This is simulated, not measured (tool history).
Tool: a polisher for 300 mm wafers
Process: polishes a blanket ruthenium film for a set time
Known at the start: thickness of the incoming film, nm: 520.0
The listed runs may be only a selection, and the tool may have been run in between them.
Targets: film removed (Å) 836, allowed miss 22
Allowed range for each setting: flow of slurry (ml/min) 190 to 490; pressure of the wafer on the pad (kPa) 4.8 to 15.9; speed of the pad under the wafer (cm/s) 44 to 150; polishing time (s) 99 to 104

run,hour,flow of slurry (ml/min),pressure of the wafer on the pad (kPa),speed of the pad under the wafer (cm/s),polishing time (s),film removed (Å)
1,0,315,10.3,96,99,678.8
2,8.2,315,7.6,96,99,494.88
3,9.3,315,9,96,99,589.08
4,15.1,315,9.7,96,99,626.8
5,18.7,315,10.3,96,99,672.46
6,19.7,315,11,96,99,707.41
7,28.4,315,11.7,96,99,774.54
8,32.8,320,12.4,96,99,811.87

Exercise: of the 5 proposed moves below, exactly one satisfies all targets within the stated allowed misses. Which move is it?
A,37.2,305,12.4,94,100,?
B,37.2,315,14.5,80,99,?
C,37.2,360,12.4,90,99,?
D,37.2,325,12.4,108,99,?
E,37.2,355,11.7,90,104,?

move,film removed (Å)
A,804.14
B,837.65
C,782.38
D,876.85
E,776.71
A: lands further from the targets than the last run did
B: in spec on every target
C: lands further from the targets than the last run did
D: the result that was furthest off in the last run now lies on the other side of its target
E: lands further from the targets than the last run did
Move B is the one to make.
